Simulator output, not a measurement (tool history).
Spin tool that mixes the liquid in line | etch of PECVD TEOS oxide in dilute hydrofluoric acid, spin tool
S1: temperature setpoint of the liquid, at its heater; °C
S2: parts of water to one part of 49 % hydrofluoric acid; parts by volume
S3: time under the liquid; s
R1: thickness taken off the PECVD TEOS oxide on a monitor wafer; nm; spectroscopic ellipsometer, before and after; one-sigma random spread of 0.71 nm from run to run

run  hour    S1  S2   S3      R1
  1     0    24  75  210  59.737
  2   4.1  26.5  75  210  65.131
  3  10.3  24.5  75  210  60.437
  4  17.3  25.5  70  210  67.963
  5  19.7    26  70  210  70.003
  6  20.4    26  55  210  90.492
  7  23.2  26.5  55  210  91.985

For run 8, what comes out?
  8  25.6  27  55  210   ?

Logged for run 8: R1 94.401 nm.
